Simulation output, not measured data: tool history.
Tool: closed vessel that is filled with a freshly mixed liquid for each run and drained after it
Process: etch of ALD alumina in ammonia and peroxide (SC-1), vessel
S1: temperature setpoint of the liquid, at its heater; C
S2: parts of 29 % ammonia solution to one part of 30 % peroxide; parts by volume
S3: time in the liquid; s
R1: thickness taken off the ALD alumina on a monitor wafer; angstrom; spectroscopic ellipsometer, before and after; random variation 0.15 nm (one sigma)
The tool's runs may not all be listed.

run 1 hour=0.0 | S1=47.0 S2=0.50 S3=800 | R1=529.99
run 2 hour=8.4 | S1=47.0 S2=0.50 S3=800 | R1=525.80
run 3 hour=15.4 | S1=46.0 S2=0.50 S3=800 | R1=500.60
run 4 hour=19.2 | S1=46.0 S2=0.45 S3=800 | R1=496.08
run 5 hour=22.2 | S1=41.0 S2=0.45 S3=800 | R1=373.53
run 6 hour=30.4 | S1=46.5 S2=0.45 S3=800 | R1=507.92
run 7 hour=37.4 | S1=45.5 S2=0.45 S3=800 | R1=477.82

The next listed run, before its measurement:
run 8 hour=43.9 | S1=44.5 S2=0.45 S3=800 | R1=?

Run 8 gave R1 451.98 angstrom.
